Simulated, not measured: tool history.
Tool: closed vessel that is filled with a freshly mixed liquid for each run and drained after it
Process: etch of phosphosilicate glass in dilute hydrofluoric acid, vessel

run	day	temperature setpoint of the liquid (°C)	parts of water to one part of 49 % hydrofluoric acid (parts by volume)	time in the liquid (s)	thickness taken off the phosphosilicate glass on a monitor wafer (Å)
1	0.000	20.0	70	85	1671.7
2	0.229	20.5	65	85	1845.7
3	0.571	21.0	60	85	2073.9
4	0.779	21.5	55	85	2261.8
5	1.121	22.0	50	85	2551.2
6	1.354	23.5	50	85	2781.8
7	1.533	24.0	50	85	2859.5
8	1.700	24.5	50	85	2865.9

Forecast run 9:
9	2.050	25.0	50	85	?

Run 9 gave thickness taken off the phosphosilicate glass on a monitor wafer (Å) 2891.1.

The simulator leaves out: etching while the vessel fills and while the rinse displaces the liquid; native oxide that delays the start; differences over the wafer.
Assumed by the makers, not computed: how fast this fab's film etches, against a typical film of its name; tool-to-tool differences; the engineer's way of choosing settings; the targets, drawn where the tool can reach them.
